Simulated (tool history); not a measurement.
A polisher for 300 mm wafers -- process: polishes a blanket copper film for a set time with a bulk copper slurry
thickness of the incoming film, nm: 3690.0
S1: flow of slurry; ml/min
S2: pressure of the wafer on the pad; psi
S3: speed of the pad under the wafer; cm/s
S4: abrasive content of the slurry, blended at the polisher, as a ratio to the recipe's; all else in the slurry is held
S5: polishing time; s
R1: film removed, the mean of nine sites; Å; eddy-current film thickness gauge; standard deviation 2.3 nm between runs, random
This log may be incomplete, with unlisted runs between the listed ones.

{"run": 1, "day": 0.0, "S1": 260, "S2": 1.7, "S3": 110, "S4": 1.0, "S5": 64, "R1": 3574.2}
{"run": 2, "day": 0.3, "S1": 260, "S2": 2.0, "S3": 110, "S4": 1.0, "S5": 64, "R1": 4083.1}
{"run": 3, "day": 0.612, "S1": 260, "S2": 2.0, "S3": 110, "S4": 1.0, "S5": 64, "R1": 4118.6}
{"run": 4, "day": 0.933, "S1": 200, "S2": 2.0, "S3": 110, "S4": 1.0, "S5": 64, "R1": 3948.7}
{"run": 5, "day": 1.104, "S1": 200, "S2": 2.0, "S3": 110, "S4": 1.0, "S5": 64, "R1": 3919.2}
{"run": 6, "day": 1.458, "S1": 200, "S2": 1.8, "S3": 110, "S4": 1.0, "S5": 64, "R1": 3642.9}
{"run": 7, "day": 1.625, "S1": 200, "S2": 1.5, "S3": 110, "S4": 1.0, "S5": 64, "R1": 3115.1}
{"run": 8, "day": 1.792, "S1": 195, "S2": 1.3, "S3": 110, "S4": 1.0, "S5": 64, "R1": 2849.8}

The next listed run, before its measurement:
{"run": 9, "day": 2.012, "S1": 195, "S2": 1.2, "S3": 110, "S4": 1.0, "S5": 64, "R1": "?"}

R1: 2651.6 Å

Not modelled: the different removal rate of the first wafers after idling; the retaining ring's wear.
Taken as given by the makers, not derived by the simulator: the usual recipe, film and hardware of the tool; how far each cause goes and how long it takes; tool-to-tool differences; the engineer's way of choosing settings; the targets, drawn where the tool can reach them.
